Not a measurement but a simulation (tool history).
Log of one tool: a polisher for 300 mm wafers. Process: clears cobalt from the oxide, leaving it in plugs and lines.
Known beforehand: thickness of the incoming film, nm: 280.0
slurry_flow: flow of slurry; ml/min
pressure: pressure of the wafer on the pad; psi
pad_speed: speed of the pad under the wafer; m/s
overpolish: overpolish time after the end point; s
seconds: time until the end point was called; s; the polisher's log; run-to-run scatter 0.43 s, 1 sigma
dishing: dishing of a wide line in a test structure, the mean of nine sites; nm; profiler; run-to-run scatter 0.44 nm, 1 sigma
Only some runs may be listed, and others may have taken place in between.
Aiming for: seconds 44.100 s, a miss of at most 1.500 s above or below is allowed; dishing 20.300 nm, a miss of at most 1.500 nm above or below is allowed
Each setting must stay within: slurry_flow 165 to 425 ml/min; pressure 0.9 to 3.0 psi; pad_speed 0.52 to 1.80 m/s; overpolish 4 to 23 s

run 1 hour=0.0 | slurry_flow=275 pressure=1.9 pad_speed=1.16 overpolish=12 | seconds=58.267 dishing=36.947
run 2 hour=1.4 | slurry_flow=275 pressure=1.9 pad_speed=0.90 overpolish=12 | seconds=72.379 dishing=31.174
run 3 hour=8.1 | slurry_flow=275 pressure=2.2 pad_speed=0.90 overpolish=12 | seconds=64.677 dishing=34.746
run 4 hour=12.8 | slurry_flow=275 pressure=2.2 pad_speed=0.90 overpolish=9 | seconds=65.468 dishing=29.051
run 5 hour=13.7 | slurry_flow=250 pressure=2.2 pad_speed=0.90 overpolish=9 | seconds=63.950 dishing=27.952
run 6 hour=16.1 | slurry_flow=250 pressure=2.2 pad_speed=0.72 overpolish=9 | seconds=79.637 dishing=24.406
run 7 hour=18.3 | slurry_flow=235 pressure=2.3 pad_speed=0.78 overpolish=8 | seconds=70.991 dishing=23.888
run 8 hour=26.8 | slurry_flow=220 pressure=2.4 pad_speed=0.82 overpolish=7 | seconds=65.821 dishing=23.431
run 9 hour=28.1 | slurry_flow=210 pressure=2.5 pad_speed=0.84 overpolish=6 | seconds=63.158 dishing=21.858
run 10 hour=34.8 | slurry_flow=200 pressure=2.6 pad_speed=0.88 overpolish=6 | seconds=57.631 dishing=23.226
run 11 hour=36.5 | slurry_flow=195 pressure=2.7 pad_speed=0.90 overpolish=6 | seconds=54.458 dishing=23.371
run 12 hour=38.9 | slurry_flow=190 pressure=2.8 pad_speed=0.92 overpolish=6 | seconds=52.155 dishing=23.844
run 13 hour=41.3 | slurry_flow=185 pressure=2.8 pad_speed=0.94 overpolish=6 | seconds=51.331 dishing=23.868

5 next moves are on the table. One of them brings every result within its allowed miss. Which?
run A hour=43.7 | slurry_flow=200 pressure=2.6 pad_speed=0.80 overpolish=7 | seconds=? dishing=?
run B hour=43.7 | slurry_flow=170 pressure=2.0 pad_speed=1.10 overpolish=10 | seconds=? dishing=?
run C hour=43.7 | slurry_flow=170 pressure=3.0 pad_speed=1.00 overpolish=6 | seconds=? dishing=?
run D hour=43.7 | slurry_flow=165 pressure=2.9 pad_speed=1.10 overpolish=4 | seconds=? dishing=?
run E hour=43.7 | slurry_flow=275 pressure=2.6 pad_speed=0.72 overpolish=10 | seconds=? dishing=?

move=A seconds=63.725 dishing=24.048
move=B seconds=63.109 dishing=31.421
move=C seconds=46.415 dishing=27.161
move=D seconds=44.170 dishing=20.622
move=E seconds=67.247 dishing=30.086
A: moves away from the targets compared with the last run
B: moves away from the targets compared with the last run
C: closes in on the targets versus the last run, not all within tolerance yet
D: hits every target within its allowed miss
E: moves away from the targets compared with the last run
So the answer is move D, the one that meets all the targets.
